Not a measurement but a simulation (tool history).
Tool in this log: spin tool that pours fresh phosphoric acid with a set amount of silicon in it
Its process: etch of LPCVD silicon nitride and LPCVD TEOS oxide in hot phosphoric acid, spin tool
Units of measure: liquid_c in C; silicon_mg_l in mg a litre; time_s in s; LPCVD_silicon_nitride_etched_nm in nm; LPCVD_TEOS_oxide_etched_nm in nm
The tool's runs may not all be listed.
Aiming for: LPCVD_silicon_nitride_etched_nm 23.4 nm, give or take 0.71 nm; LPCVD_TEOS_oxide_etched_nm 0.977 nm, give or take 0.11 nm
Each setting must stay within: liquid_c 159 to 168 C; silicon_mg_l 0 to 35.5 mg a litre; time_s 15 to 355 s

run  hour  liquid_c  silicon_mg_l  time_s  LPCVD_silicon_nitride_etched_nm  LPCVD_TEOS_oxide_etched_nm
  1     0       164          15.5     180                           14.699                     0.74258
  2   5.1     164.5            19     205                           17.031                     0.78877
  3   9.4       165            21     220                           18.689                     0.86599
  4    17       165            21     160                           13.553                     0.58983
  5  22.8       165            21     115                            9.712                      0.4616
  6    31       165          21.5     160                           13.482                     0.56867
  7  32.2     165.5          22.5     190                           16.191                     0.71313
  8  40.6     166.5            30     260                           22.901                     0.77389
  9  46.5     166.5            30     260                           23.216                     0.87895
 10  52.5     166.5            29     260                           22.922                      0.8539

Which single option among these 5 for the next run brings every result within its allowed miss of target? Just one does.
  A  58.5     167.5          26.5     255                                ?                           ?
  B  58.5     167.5          32.5     250                                ?                           ?
  C  58.5       166            18     240                                ?                           ?
  D  58.5     165.5          14.5     270                                ?                           ?
  E  58.5     166.5            32     250                                ?                           ?

move  LPCVD_silicon_nitride_etched_nm  LPCVD_TEOS_oxide_etched_nm
   A                           23.426                     0.95244
   B                           22.967                     0.73718
   C                           20.997                      1.0449
   D                           23.239                      1.2411
   E                           22.232                     0.70138
A: every result within its allowed miss
B: lands further from the targets than the last run did
C: puts the biggest miss on target and leaves a different result outside tolerance
D: takes the result that was furthest off past its target
E: lands further from the targets than the last run did
A is the move that brings every result within its allowed miss.
